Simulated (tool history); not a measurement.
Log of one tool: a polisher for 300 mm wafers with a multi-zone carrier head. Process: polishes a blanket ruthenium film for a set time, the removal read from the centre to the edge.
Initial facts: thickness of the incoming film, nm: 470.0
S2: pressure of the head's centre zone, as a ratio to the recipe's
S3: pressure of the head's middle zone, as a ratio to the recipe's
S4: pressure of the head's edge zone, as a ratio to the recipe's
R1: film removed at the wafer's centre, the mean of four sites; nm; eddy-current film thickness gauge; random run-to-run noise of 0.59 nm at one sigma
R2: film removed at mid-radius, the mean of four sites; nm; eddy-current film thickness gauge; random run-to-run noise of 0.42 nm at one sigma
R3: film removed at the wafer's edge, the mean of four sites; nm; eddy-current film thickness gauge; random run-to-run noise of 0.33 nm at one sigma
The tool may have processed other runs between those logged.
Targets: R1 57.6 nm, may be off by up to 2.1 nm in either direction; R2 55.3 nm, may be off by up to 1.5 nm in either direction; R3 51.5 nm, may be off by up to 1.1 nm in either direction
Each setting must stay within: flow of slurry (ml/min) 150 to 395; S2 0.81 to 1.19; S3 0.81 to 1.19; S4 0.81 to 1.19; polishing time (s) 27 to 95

{"run": 1, "hour": 0.0, "flow of slurry (ml/min)": 250, "S2": 1, "S3": 1, "S4": 1, "polishing time (s)": 61, "R1": 70.797, "R2": 71.226, "R3": 71.059}
{"run": 2, "hour": 6.0, "flow of slurry (ml/min)": 305, "S2": 1, "S3": 1, "S4": 1, "polishing time (s)": 61, "R1": 72.105, "R2": 72.452, "R3": 72.947}
{"run": 3, "hour": 8.6, "flow of slurry (ml/min)": 295, "S2": 1, "S3": 1, "S4": 0.97, "polishing time (s)": 59, "R1": 69.695, "R2": 69.705, "R3": 69.381}
{"run": 4, "hour": 15.0, "flow of slurry (ml/min)": 295, "S2": 1, "S3": 1, "S4": 0.97, "polishing time (s)": 70, "R1": 82.743, "R2": 82.891, "R3": 82.525}
{"run": 5, "hour": 22.7, "flow of slurry (ml/min)": 285, "S2": 1, "S3": 1, "S4": 0.95, "polishing time (s)": 67, "R1": 79.632, "R2": 79.263, "R3": 78.202}
{"run": 6, "hour": 25.2, "flow of slurry (ml/min)": 285, "S2": 1, "S3": 0.93, "S4": 0.95, "polishing time (s)": 67, "R1": 78.568, "R2": 75.353, "R3": 77.155}
{"run": 7, "hour": 29.8, "flow of slurry (ml/min)": 275, "S2": 1, "S3": 0.93, "S4": 0.93, "polishing time (s)": 64, "R1": 75.967, "R2": 72.318, "R3": 72.836}
{"run": 8, "hour": 30.7, "flow of slurry (ml/min)": 265, "S2": 1, "S3": 0.93, "S4": 0.91, "polishing time (s)": 62, "R1": 73.614, "R2": 69.286, "R3": 70.449}

Below are 4 possible settings for the next run. Only one of them brings all results inside the allowed miss of their targets. Which is it?
{"run": "A", "hour": 31.6, "flow of slurry (ml/min)": 255, "S2": 1.16, "S3": 0.95, "S4": 0.83, "polishing time (s)": 47, "R1": "?", "R2": "?", "R3": "?"}
{"run": "B", "hour": 31.6, "flow of slurry (ml/min)": 290, "S2": 1.04, "S3": 0.99, "S4": 0.84, "polishing time (s)": 47, "R1": "?", "R2": "?", "R3": "?"}
{"run": "C", "hour": 31.6, "flow of slurry (ml/min)": 225, "S2": 1.17, "S3": 0.97, "S4": 0.86, "polishing time (s)": 47, "R1": "?", "R2": "?", "R3": "?"}
{"run": "D", "hour": 31.6, "flow of slurry (ml/min)": 255, "S2": 1.06, "S3": 0.94, "S4": 0.86, "polishing time (s)": 47, "R1": "?", "R2": "?", "R3": "?"}

move=A R1=63.962 R2=52.978 R3=50.84
move=B R1=58.277 R2=55.714 R3=51.64
move=C R1=63.324 R2=52.998 R3=50.881
move=D R1=58.407 R2=52.537 R3=51.559
A: brings the result that was furthest off to its target, and leaves another outside
B: hits every target within its allowed miss
C: brings the result that was furthest off to its target, and leaves another outside
D: brings the result that was furthest off to its target, and leaves another outside
Move B is the one to make.
